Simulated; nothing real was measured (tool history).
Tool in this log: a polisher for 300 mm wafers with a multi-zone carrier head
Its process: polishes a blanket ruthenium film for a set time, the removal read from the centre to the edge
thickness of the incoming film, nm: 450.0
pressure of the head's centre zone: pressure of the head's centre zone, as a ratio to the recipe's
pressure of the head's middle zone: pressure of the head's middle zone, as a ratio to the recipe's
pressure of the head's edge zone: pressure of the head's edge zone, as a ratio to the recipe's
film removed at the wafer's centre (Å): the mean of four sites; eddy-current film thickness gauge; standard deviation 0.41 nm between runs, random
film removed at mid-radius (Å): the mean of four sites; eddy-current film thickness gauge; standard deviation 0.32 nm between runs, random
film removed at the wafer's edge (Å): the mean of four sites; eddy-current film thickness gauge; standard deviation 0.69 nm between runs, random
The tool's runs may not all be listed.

run	hour	flow of slurry (ml/min)	pressure of the head's centre zone	pressure of the head's middle zone	pressure of the head's edge zone	polishing time (s)	film removed at the wafer's centre (Å)	film removed at mid-radius (Å)	film removed at the wafer's edge (Å)
1	0	190	1	1	1	74	756.49	744.48	744.52
2	5.9	190	1	0.93	1	74	752.16	692.05	752.86
3	11.2	190	1	0.85	1	74	764.13	645.62	754.7
4	13.8	190	1.03	0.85	1	74	794.29	645.38	743.52
5	17.3	165	1.03	0.85	1	74	755.23	634.29	753.37
6	22.1	180	0.96	0.92	0.94	64	619.57	599.22	640.11
7	30.2	195	0.92	0.96	0.9	57	541.27	557.4	549.78

Expected results for the next run?
8	31.8	145	0.82	1.05	0.83	51	?	?	?

{"run 8": {"film removed at the wafer's centre (Å)": 408.3, "film removed at mid-radius (Å)": 508.26, "film removed at the wafer's edge (Å)": 448.25}}
